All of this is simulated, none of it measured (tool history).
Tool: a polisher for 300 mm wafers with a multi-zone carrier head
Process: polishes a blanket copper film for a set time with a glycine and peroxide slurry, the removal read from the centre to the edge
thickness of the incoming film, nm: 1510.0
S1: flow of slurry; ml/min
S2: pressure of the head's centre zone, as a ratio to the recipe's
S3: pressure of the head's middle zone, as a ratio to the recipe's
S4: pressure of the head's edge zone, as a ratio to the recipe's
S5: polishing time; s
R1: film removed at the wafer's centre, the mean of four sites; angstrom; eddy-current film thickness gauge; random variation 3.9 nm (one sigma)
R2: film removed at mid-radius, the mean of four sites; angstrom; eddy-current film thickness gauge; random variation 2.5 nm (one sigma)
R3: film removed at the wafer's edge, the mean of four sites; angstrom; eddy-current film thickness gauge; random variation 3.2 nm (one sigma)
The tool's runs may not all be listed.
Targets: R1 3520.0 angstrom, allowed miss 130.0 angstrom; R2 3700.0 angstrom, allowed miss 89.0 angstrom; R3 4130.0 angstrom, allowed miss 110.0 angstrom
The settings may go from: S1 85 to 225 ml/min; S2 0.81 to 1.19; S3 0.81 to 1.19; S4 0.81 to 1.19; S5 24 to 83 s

run	hour	S1	S2	S3	S4	S5	R1	R2	R3
1	0.0	145	1.00	1.00	1.00	53	3343.8	3398.2	3239.6
2	6.0	145	0.97	1.00	1.00	53	3296.6	3391.5	3195.7
3	8.3	145	0.95	0.99	1.02	54	3238.7	3407.1	3307.9
4	9.1	145	0.95	0.99	0.94	54	3221.5	3431.3	3175.9
5	14.3	150	0.94	0.98	0.97	55	3316.8	3520.8	3325.5
6	22.1	155	0.93	0.97	0.99	55	3339.9	3468.1	3390.7
7	22.8	160	0.92	0.97	1.01	55	3373.3	3479.0	3387.3
8	28.0	160	0.91	0.97	1.03	56	3299.9	3587.4	3442.4
9	34.3	160	0.91	0.96	1.04	57	3477.6	3594.6	3583.7
10	41.6	160	0.90	0.96	1.06	57	3370.4	3620.9	3590.7
11	44.7	160	0.90	0.95	1.07	57	3390.6	3563.1	3673.6
12	47.8	160	0.90	0.95	1.08	57	3368.4	3545.3	3700.8
13	50.0	200	0.88	0.93	1.18	58	3516.1	3693.9	3982.8

Which of these 5 next moves meets every target?
A	52.2	210	0.86	0.95	1.12	57	?	?	?
B	52.2	175	0.94	0.94	1.13	58	?	?	?
C	52.2	225	0.84	0.90	1.19	59	?	?	?
D	52.2	225	0.99	0.97	1.10	58	?	?	?
E	52.2	150	0.82	0.99	1.16	58	?	?	?

move	R1	R2	R3
A	3429.4	3650.7	3825.1
B	3608.6	3585.7	3834.4
C	3525.7	3651.9	4115.7
D	3900.5	3809.7	3881.7
E	3182.2	3643.9	3811.5
A: further off than the last run
B: further off than the last run
C: meets every target
D: further off than the last run
E: further off than the last run
Move C is the one to make.

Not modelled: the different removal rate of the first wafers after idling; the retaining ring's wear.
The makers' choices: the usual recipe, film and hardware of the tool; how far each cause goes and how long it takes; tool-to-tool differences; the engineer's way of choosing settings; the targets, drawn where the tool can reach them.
